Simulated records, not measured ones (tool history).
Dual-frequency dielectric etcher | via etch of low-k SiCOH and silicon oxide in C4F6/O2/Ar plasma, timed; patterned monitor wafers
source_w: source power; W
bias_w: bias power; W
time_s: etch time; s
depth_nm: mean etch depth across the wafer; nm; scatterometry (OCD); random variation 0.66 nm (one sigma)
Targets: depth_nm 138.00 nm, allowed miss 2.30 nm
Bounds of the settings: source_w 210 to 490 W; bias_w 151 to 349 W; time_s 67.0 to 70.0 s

{"run": 1, "day": 0.0, "source_w": 350, "bias_w": 250, "time_s": 67.0, "depth_nm": 159.99}
{"run": 2, "day": 0.317, "source_w": 350, "bias_w": 286, "time_s": 67.0, "depth_nm": 166.79}
{"run": 3, "day": 0.458, "source_w": 310, "bias_w": 273, "time_s": 67.0, "depth_nm": 154.89}
{"run": 4, "day": 0.729, "source_w": 310, "bias_w": 273, "time_s": 70.0, "depth_nm": 160.83}
{"run": 5, "day": 1.038, "source_w": 310, "bias_w": 254, "time_s": 70.0, "depth_nm": 156.31}
{"run": 6, "day": 1.292, "source_w": 310, "bias_w": 254, "time_s": 67.0, "depth_nm": 149.22}
{"run": 7, "day": 1.658, "source_w": 310, "bias_w": 254, "time_s": 67.0, "depth_nm": 149.77}
{"day": 1.708, "done": "source power generator calibrated"}
{"run": 8, "day": 1.708, "source_w": 240, "bias_w": 246, "time_s": 67.0, "depth_nm": 128.68}
{"run": 9, "day": 2.054, "source_w": 250, "bias_w": 247, "time_s": 67.0, "depth_nm": 131.18}

Which of these 4 next moves meets every target?
{"run": "A", "day": 2.4, "source_w": 250, "bias_w": 278, "time_s": 67.0, "depth_nm": "?"}
{"run": "B", "day": 2.4, "source_w": 240, "bias_w": 210, "time_s": 69.0, "depth_nm": "?"}
{"run": "C", "day": 2.4, "source_w": 240, "bias_w": 222, "time_s": 67.5, "depth_nm": "?"}
{"run": "D", "day": 2.4, "source_w": 210, "bias_w": 295, "time_s": 67.0, "depth_nm": "?"}

move=A depth_nm=139.75
move=B depth_nm=125.86
move=C depth_nm=125.68
move=D depth_nm=125.29
A: meets every target
B: further off than the last run
C: further off than the last run
D: further off than the last run
The right move is A.

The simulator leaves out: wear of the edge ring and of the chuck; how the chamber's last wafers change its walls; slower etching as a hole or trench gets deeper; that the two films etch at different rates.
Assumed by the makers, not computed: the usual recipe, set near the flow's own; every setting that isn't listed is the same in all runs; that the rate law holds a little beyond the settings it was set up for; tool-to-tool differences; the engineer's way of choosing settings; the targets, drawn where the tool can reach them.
